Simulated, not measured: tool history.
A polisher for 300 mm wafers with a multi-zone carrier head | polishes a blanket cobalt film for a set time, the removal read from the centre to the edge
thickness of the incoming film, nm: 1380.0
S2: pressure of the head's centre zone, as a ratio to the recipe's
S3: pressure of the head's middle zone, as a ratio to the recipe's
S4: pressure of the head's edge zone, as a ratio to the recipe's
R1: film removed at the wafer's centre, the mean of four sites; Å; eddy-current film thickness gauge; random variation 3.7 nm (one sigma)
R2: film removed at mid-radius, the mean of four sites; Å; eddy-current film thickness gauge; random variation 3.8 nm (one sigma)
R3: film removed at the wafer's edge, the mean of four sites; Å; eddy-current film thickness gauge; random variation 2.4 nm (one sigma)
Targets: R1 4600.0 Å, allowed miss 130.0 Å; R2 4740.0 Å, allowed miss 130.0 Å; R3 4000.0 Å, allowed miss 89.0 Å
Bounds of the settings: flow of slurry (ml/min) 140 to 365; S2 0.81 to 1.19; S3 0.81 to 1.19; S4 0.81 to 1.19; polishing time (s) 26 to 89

run 1 hour=0.0 | flow_of_slurry_(ml/min)=235 S2=1.00 S3=1.00 S4=1.00 polishing_time_(s)=57 | R1=4067.3 R2=4202.5 R3=3909.0
run 2 hour=1.4 | flow_of_slurry_(ml/min)=255 S2=1.02 S3=1.02 S4=1.00 polishing_time_(s)=57 | R1=4205.2 R2=4406.3 R3=3998.1
run 3 hour=2.1 | flow_of_slurry_(ml/min)=305 S2=1.02 S3=1.02 S4=1.00 polishing_time_(s)=57 | R1=4368.2 R2=4402.3 R3=4051.0
run 4 hour=9.9 | flow_of_slurry_(ml/min)=305 S2=1.02 S3=1.02 S4=1.00 polishing_time_(s)=65 | R1=4916.4 R2=4973.7 R3=4589.5
run 5 hour=17.9 | flow_of_slurry_(ml/min)=305 S2=1.02 S3=1.02 S4=1.08 polishing_time_(s)=65 | R1=4941.4 R2=5054.7 R3=4734.9
run 6 hour=25.9 | flow_of_slurry_(ml/min)=305 S2=1.02 S3=1.02 S4=1.02 polishing_time_(s)=65 | R1=4927.8 R2=5025.9 R3=4609.8
run 7 hour=28.2 | flow_of_slurry_(ml/min)=290 S2=1.02 S3=1.02 S4=0.97 polishing_time_(s)=64 | R1=4831.5 R2=4989.5 R3=4414.3
run 8 hour=34.8 | flow_of_slurry_(ml/min)=275 S2=1.02 S3=1.01 S4=0.94 polishing_time_(s)=64 | R1=4739.3 R2=4852.1 R3=4323.0
run 9 hour=43.3 | flow_of_slurry_(ml/min)=275 S2=1.02 S3=1.01 S4=0.94 polishing_time_(s)=64 | R1=4763.6 R2=4871.9 R3=4385.0
run 10 hour=44.5 | flow_of_slurry_(ml/min)=265 S2=1.03 S3=1.01 S4=0.91 polishing_time_(s)=63 | R1=4732.1 R2=4740.6 R3=4202.2
run 11 hour=49.7 | flow_of_slurry_(ml/min)=260 S2=1.03 S3=1.01 S4=0.89 polishing_time_(s)=63 | R1=4684.0 R2=4761.7 R3=4154.4
run 12 hour=50.8 | flow_of_slurry_(ml/min)=255 S2=1.03 S3=1.01 S4=0.88 polishing_time_(s)=63 | R1=4643.2 R2=4742.1 R3=4174.6

4 next moves are on the table. One of them brings every result within its allowed miss. Which?
run A hour=51.9 | flow_of_slurry_(ml/min)=295 S2=0.99 S3=0.99 S4=0.81 polishing_time_(s)=59 | R1=? R2=? R3=?
run B hour=51.9 | flow_of_slurry_(ml/min)=300 S2=1.04 S3=1.05 S4=0.91 polishing_time_(s)=55 | R1=? R2=? R3=?
run C hour=51.9 | flow_of_slurry_(ml/min)=275 S2=1.04 S3=1.03 S4=0.81 polishing_time_(s)=58 | R1=? R2=? R3=?
run D hour=51.9 | flow_of_slurry_(ml/min)=200 S2=1.05 S3=1.05 S4=0.86 polishing_time_(s)=63 | R1=? R2=? R3=?

move=A R1=4325.3 R2=4408.7 R3=3839.6
move=B R1=4247.2 R2=4325.6 R3=3741.0
move=C R1=4432.1 R2=4446.2 R3=3750.7
move=D R1=4631.6 R2=4698.8 R3=4030.1
A: takes the result that was furthest off past its target
B: takes the result that was furthest off past its target
C: takes the result that was furthest off past its target
D: meets every target
The right move is D.
